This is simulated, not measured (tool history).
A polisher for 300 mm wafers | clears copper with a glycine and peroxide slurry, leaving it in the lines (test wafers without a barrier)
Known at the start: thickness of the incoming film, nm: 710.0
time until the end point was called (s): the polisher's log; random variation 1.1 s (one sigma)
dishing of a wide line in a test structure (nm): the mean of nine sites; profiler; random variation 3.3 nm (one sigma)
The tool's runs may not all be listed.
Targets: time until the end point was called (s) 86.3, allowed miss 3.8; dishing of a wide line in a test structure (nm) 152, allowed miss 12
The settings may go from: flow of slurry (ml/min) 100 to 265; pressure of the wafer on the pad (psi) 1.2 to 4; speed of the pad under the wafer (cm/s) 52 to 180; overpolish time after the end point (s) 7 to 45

run,hour,flow of slurry (ml/min),pressure of the wafer on the pad (psi),speed of the pad under the wafer (cm/s),overpolish time after the end point (s),time until the end point was called (s),dishing of a wide line in a test structure (nm)
1,0,170,2.6,116,23,137.28,81.202
2,1.5,170,2.9,116,25,130.56,88.67
3,5,175,3.1,122,27,117.05,101.61
4,10.6,175,3.3,124,28,114.54,105.33
5,15,175,3.3,124,19,111.64,80.098
6,23,175,3.4,128,22,109.52,92.765
7,30.1,175,3.5,132,24,103.56,101.74
8,34.8,180,4,136,34,95.084,137.28
9,40.1,180,4,140,34,92.173,135.13

Which of these 4 next moves meets every target?
A,45.4,125,4,130,42,?,?
B,45.4,160,4,150,29,?,?
C,45.4,195,4,148,38,?,?
D,45.4,205,4,156,25,?,?

move,time until the end point was called (s),dishing of a wide line in a test structure (nm)
A,106.4,143.85
B,89.584,127.8
C,87.764,149.96
D,83.319,121.85
A: further off than the last run
B: brings the result that was furthest off to its target, and leaves another outside
C: meets every target
D: brings the result that was furthest off to its target, and leaves another outside
The right move is C.
